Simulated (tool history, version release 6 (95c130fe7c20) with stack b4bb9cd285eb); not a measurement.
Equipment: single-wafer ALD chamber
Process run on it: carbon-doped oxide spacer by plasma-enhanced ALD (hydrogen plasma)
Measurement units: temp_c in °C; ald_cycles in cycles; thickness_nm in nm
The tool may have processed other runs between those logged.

run  hour  temp_c  ald_cycles  thickness_nm
  1     0     380         416        21.202
  2   7.4     380         386        19.687
  3  11.9     380         372        18.845
  4  17.2     380         328        16.718
  5  18.8     380         299        15.123
  6  22.9     388         299        15.126

What does the tool deliver on the next run?
  7  31.8     388         302             ?

{"run 7": {"thickness_nm": 15.304}}
